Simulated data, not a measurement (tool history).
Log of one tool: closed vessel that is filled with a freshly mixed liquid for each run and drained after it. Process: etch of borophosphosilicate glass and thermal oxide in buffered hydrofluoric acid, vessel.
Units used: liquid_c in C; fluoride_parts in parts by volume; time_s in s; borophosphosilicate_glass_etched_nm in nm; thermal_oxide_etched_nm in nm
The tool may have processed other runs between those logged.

run,hour,liquid_c,fluoride_parts,time_s,borophosphosilicate_glass_etched_nm,thermal_oxide_etched_nm
1,0,22,9,60,154.15,72.978
2,8.7,23,9,60,160.67,76.707
3,14.1,23,10.5,60,140.23,67.858
4,21.2,24.5,10.5,60,153.24,73.726
5,23.2,24.5,12.5,60,131.7,62.32
6,25.1,26,12.5,60,140.88,67.714

Run 7 comes next. What will it give?
# hour 28.9: hydrofluoric acid flow meter replaced
7,28.9,30,11,60,?,?

Run 7 produced borophosphosilicate_glass_etched_nm 185.1 nm, thermal_oxide_etched_nm 89.862 nm.
